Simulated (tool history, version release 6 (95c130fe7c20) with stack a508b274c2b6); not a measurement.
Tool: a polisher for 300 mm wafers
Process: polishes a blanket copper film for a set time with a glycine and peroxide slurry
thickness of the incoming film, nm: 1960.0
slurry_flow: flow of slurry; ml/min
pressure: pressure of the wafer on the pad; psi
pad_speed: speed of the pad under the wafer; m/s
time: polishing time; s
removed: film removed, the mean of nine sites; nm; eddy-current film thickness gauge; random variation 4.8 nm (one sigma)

Run 1, hour 0: slurry_flow 245 ml/min, pressure 3.3 psi, pad_speed 0.82 m/s, time 49 s. Result: removed 314.41 nm.
Run 2, hour 4.5: slurry_flow 245 ml/min, pressure 3.3 psi, pad_speed 1.02 m/s, time 49 s. Result: removed 380.23 nm.
Run 3, hour 9.6: slurry_flow 245 ml/min, pressure 3.3 psi, pad_speed 1.02 m/s, time 44 s. Result: removed 329.84 nm.
Run 4, hour 15.7: slurry_flow 245 ml/min, pressure 3.7 psi, pad_speed 1.02 m/s, time 44 s. Result: removed 365.83 nm.
Run 5, hour 19.9: slurry_flow 245 ml/min, pressure 4 psi, pad_speed 1.02 m/s, time 44 s. Result: removed 389.78 nm.
Run 6, hour 22.4: slurry_flow 245 ml/min, pressure 3.1 psi, pad_speed 1.02 m/s, time 44 s. Result: removed 308.48 nm.
Run 7, hour 23.5: slurry_flow 245 ml/min, pressure 3.5 psi, pad_speed 1.02 m/s, time 44 s. Result: removed 348.87 nm.
Run 8, hour 32.2: slurry_flow 245 ml/min, pressure 3.8 psi, pad_speed 1.02 m/s, time 44 s. Result: removed 367.89 nm.

Run 9 comes next. What will it give?
Run 9, hour 38.7: slurry_flow 245 ml/min, pressure 4.1 psi, pad_speed 1.02 m/s, time 44 s. Result: removed ?.

{"run 9": {"removed": 392.39}}

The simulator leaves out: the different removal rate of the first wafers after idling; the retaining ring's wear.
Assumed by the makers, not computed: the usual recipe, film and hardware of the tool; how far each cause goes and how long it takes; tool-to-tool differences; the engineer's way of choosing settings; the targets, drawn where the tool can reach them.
